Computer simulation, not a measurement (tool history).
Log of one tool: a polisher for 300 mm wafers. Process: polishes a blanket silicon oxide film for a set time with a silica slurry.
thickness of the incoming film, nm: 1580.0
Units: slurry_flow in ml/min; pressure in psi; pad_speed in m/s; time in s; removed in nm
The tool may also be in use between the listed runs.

run,hour,slurry_flow,pressure,pad_speed,slurry_solids,time,removed
1,0,205,3.4,1.32,1,82,208.59
2,1.1,205,2.7,1.32,1,82,168.76
3,4.6,205,2.7,1.56,1,82,193.4
4,8.6,250,2.7,1.56,1,82,194.82
5,9.7,250,2.7,1.76,1,82,219.41
# hour 12.1: slurry nozzle cleaned
6,12.1,250,2.7,1.76,0.85,82,204.19
7,18.7,250,2.8,1.76,0.85,82,212.83

The next listed run, before its measurement:
8,20.8,250,2.9,1.76,0.85,82,?

Run 8 gave removed 218.88 nm.

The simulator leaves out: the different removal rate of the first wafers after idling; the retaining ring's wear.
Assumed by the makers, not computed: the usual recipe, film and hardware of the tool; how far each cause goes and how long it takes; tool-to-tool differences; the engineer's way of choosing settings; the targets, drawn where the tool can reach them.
